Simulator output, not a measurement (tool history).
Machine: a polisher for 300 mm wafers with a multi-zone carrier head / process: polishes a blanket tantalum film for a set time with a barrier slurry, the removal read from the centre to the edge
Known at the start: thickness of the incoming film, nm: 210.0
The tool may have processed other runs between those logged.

run  hour  flow of slurry (ml/min)  pressure of the head's centre zone  pressure of the head's middle zone  pressure of the head's edge zone  abrasive content of the slurry  polishing time (s)  film removed at the wafer's centre (Å)  film removed at mid-radius (Å)  film removed at the wafer's edge (Å)
  1     0                      235                                   1                                   1                                 1                               1                  53                                  468.06                          456.41                                470.19
  2   6.3                      215                                   1                                   1                                 1                               1                  53                                  456.33                          452.05                                455.77
  3  12.6                      215                                   1                                0.93                                 1                               1                  53                                  468.81                          429.63                                455.42
  4  14.6                      225                                0.99                                0.94                              1.03                            1.05                  54                                  470.63                          450.46                                484.05
  5  23.6                      225                                0.99                                0.94                              1.03                            1.05                  62                                  534.49                          513.01                                560.16
  6  25.3                      260                                0.99                                0.94                              1.03                            1.05                  62                                     549                          532.91                                562.16
  7  30.1                      255                                0.98                                0.95                              1.05                             1.1                  62                                  546.14                          532.41                                578.99
  8  32.4                      255                                0.97                                0.96                              1.06                            1.15                  62                                  555.15                          552.13                                594.07
  9  40.4                      255                                0.96                                0.96                              1.08                             1.2                  62                                  565.92                             561                                600.79
 10  49.2                      255                                0.94                                0.96                              1.09                             1.2                  63                                   570.7                          575.07                                618.99
 11  50.6                      255                                0.92                                0.96                               1.1                             1.2                  63                                  550.79                          565.13                                 634.7
 12  56.7                      260                                0.91                                0.97                              1.11                             1.2                  63                                  525.96                          576.51                                629.32
 13  60.4                      260                                0.91                                0.97                              1.12                             1.2                  63                                  541.06                          571.75                                618.77

Forecast run 14:
 14  69.1                      260                                 0.9                                0.97                              1.12                            1.25                  63                                       ?                               ?                                     ?

film removed at the wafer's centre (Å): 546.6
film removed at mid-radius (Å): 585.4
film removed at the wafer's edge (Å): 649.77
